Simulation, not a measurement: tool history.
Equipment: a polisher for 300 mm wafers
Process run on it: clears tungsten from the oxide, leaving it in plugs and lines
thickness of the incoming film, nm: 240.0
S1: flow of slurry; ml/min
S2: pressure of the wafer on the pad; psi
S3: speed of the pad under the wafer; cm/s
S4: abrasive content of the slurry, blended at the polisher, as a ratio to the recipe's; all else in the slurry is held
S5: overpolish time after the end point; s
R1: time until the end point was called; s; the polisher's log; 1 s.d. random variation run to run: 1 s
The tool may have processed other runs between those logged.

{"run": 1, "hour": 0.0, "S1": 255, "S2": 3.9, "S3": 122, "S4": 1.0, "S5": 19, "R1": 39.372}
{"run": 2, "hour": 3.7, "S1": 255, "S2": 3.7, "S3": 122, "S4": 1.0, "S5": 19, "R1": 41.812}
{"run": 3, "hour": 7.6, "S1": 255, "S2": 3.7, "S3": 106, "S4": 1.0, "S5": 19, "R1": 47.107}
{"run": 4, "hour": 12.5, "S1": 255, "S2": 3.7, "S3": 106, "S4": 1.0, "S5": 21, "R1": 47.211}
{"run": 5, "hour": 14.0, "S1": 255, "S2": 3.7, "S3": 106, "S4": 1.0, "S5": 21, "R1": 45.629}
{"run": 6, "hour": 14.6, "S1": 255, "S2": 3.7, "S3": 106, "S4": 0.85, "S5": 21, "R1": 50.146}

Forecast run 7:
{"run": 7, "hour": 21.1, "S1": 255, "S2": 3.6, "S3": 106, "S4": 0.85, "S5": 21, "R1": "?"}

{"run 7": {"R1": 51.199}}
